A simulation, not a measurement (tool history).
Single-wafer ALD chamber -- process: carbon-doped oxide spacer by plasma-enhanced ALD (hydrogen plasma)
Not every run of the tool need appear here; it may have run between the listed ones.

run  hour  heater temperature setpoint (°C)  number of ALD cycles (cycles)  mean film thickness on the monitor wafer (angstrom)
  1   0.0                               380                            339                                               176.25
  2   8.9                               380                            359                                               184.90
  3  14.2                               370                            359                                               187.08
  4  18.6                               363                            359                                               185.45
  5  23.9                               372                            359                                               185.03
  6  26.3                               372                            375                                               195.57

Forecast run 7:
  7  27.8                               372                            383                                                    ?

{"run 7": {"mean film thickness on the monitor wafer (angstrom)": 198.41}}
